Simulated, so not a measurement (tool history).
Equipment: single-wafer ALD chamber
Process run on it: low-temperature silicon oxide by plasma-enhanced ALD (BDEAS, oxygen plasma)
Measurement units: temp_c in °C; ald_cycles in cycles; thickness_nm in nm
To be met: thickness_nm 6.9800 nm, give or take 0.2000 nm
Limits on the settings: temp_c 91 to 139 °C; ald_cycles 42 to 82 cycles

run	hour	temp_c	ald_cycles	thickness_nm
1	0.0	115	62	9.1323
2	7.9	110	62	9.1794
3	9.9	110	58	8.5931
4	16.6	110	51	7.5358
5	21.9	110	60	8.8565
6	29.0	110	57	8.4849
7	32.3	111	54	7.9686
8	34.4	111	52	7.7330
9	40.7	111	51	7.5609
10	49.1	111	50	7.3981
11	52.1	111	49	7.2949

Exactly one of the 5 candidate moves below puts every result within its allowed miss. Which one?
A	55.1	106	44	?
B	55.1	102	43	?
C	55.1	103	43	?
D	55.1	119	46	?
E	55.1	118	48	?

move	thickness_nm
A	6.5880
B	6.4905
C	6.4775
D	6.7057
E	7.0119
A: takes the biggest miss from the last run beyond its target
B: takes the biggest miss from the last run beyond its target
C: takes the biggest miss from the last run beyond its target
D: takes the biggest miss from the last run beyond its target
E: all results land within tolerance of their targets
So the answer is move E, the one that meets all the targets.

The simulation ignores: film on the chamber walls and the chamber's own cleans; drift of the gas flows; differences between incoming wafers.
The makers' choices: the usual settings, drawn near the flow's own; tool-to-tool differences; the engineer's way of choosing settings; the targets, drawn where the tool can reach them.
